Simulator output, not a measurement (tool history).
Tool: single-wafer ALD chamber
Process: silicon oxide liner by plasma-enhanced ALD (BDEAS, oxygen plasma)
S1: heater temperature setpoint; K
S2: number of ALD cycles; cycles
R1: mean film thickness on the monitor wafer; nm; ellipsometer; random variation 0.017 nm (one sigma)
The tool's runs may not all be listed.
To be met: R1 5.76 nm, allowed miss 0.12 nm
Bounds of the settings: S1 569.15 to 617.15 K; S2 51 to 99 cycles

{"run": 1, "hour": 0.0, "S1": 593.15, "S2": 75, "R1": 6.8034}
{"run": 2, "hour": 0.6, "S1": 593.15, "S2": 72, "R1": 6.5359}
{"run": 3, "hour": 4.9, "S1": 593.15, "S2": 76, "R1": 6.8979}
{"run": 4, "hour": 13.4, "S1": 593.15, "S2": 73, "R1": 6.6209}
{"run": 5, "hour": 17.5, "S1": 593.15, "S2": 71, "R1": 6.4451}
{"run": 6, "hour": 21.6, "S1": 593.15, "S2": 69, "R1": 6.2362}
{"run": 7, "hour": 26.9, "S1": 593.15, "S2": 68, "R1": 6.1606}
{"run": 8, "hour": 30.2, "S1": 593.15, "S2": 67, "R1": 6.0492}
{"run": 9, "hour": 35.4, "S1": 593.15, "S2": 66, "R1": 5.9744}
{"run": 10, "hour": 37.0, "S1": 593.15, "S2": 65, "R1": 5.8757}

Which of these 5 next moves meets every target?
{"run": "A", "hour": 38.6, "S1": 593.15, "S2": 67, "R1": "?"}
{"run": "B", "hour": 38.6, "S1": 585.15, "S2": 63, "R1": "?"}
{"run": "C", "hour": 38.6, "S1": 594.15, "S2": 67, "R1": "?"}
{"run": "D", "hour": 38.6, "S1": 589.15, "S2": 66, "R1": "?"}
{"run": "E", "hour": 38.6, "S1": 590.15, "S2": 66, "R1": "?"}

move=A R1=6.0786
move=B R1=5.7736
move=C R1=6.0709
move=D R1=6.0182
move=E R1=6.0106
A: further off than the last run
B: meets every target
C: further off than the last run
D: further off than the last run
E: further off than the last run
Move B is the one to make.
